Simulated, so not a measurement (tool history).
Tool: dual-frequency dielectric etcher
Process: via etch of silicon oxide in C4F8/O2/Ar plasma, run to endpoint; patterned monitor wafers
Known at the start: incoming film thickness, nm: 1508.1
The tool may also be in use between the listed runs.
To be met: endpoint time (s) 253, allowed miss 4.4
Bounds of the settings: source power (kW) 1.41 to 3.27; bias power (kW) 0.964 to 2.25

{"run": 1, "hour": 0.0, "source power (kW)": 2.34, "bias power (kW)": 1.607, "endpoint time (s)": 277.33}
{"run": 2, "hour": 6.5, "source power (kW)": 2.73, "bias power (kW)": 1.607, "endpoint time (s)": 261.15}
{"run": 3, "hour": 15.2, "source power (kW)": 2.37, "bias power (kW)": 1.607, "endpoint time (s)": 276.8}
{"run": 4, "hour": 22.0, "source power (kW)": 2.48, "bias power (kW)": 1.623, "endpoint time (s)": 272.55}
{"run": 5, "hour": 25.5, "source power (kW)": 2.22, "bias power (kW)": 1.623, "endpoint time (s)": 285.24}
{"run": 6, "hour": 30.0, "source power (kW)": 2.41, "bias power (kW)": 1.623, "endpoint time (s)": 273.38}
{"run": 7, "hour": 38.9, "source power (kW)": 2.5, "bias power (kW)": 1.635, "endpoint time (s)": 271.33}
{"run": 8, "hour": 42.0, "source power (kW)": 2.59, "bias power (kW)": 1.651, "endpoint time (s)": 265.44}
{"run": 9, "hour": 44.0, "source power (kW)": 2.65, "bias power (kW)": 1.659, "endpoint time (s)": 260.53}
{"run": 10, "hour": 49.0, "source power (kW)": 2.68, "bias power (kW)": 1.662, "endpoint time (s)": 262.68}
{"run": 11, "hour": 52.7, "source power (kW)": 2.94, "bias power (kW)": 1.702, "endpoint time (s)": 247.08}

4 next moves are on the table. One of them brings every result within its allowed miss. Which?
{"run": "A", "hour": 56.4, "source power (kW)": 2.46, "bias power (kW)": 1.941, "endpoint time (s)": "?"}
{"run": "B", "hour": 56.4, "source power (kW)": 2.71, "bias power (kW)": 1.5, "endpoint time (s)": "?"}
{"run": "C", "hour": 56.4, "source power (kW)": 2.68, "bias power (kW)": 1.593, "endpoint time (s)": "?"}
{"run": "D", "hour": 56.4, "source power (kW)": 2.97, "bias power (kW)": 1.522, "endpoint time (s)": "?"}

move=A endpoint_time_(s)=258.2
move=B endpoint_time_(s)=263.41
move=C endpoint_time_(s)=260.9
move=D endpoint_time_(s)=251.44
A: takes the result that was furthest off past its target
B: takes the result that was furthest off past its target
C: takes the result that was furthest off past its target
D: meets every target
Answer: D
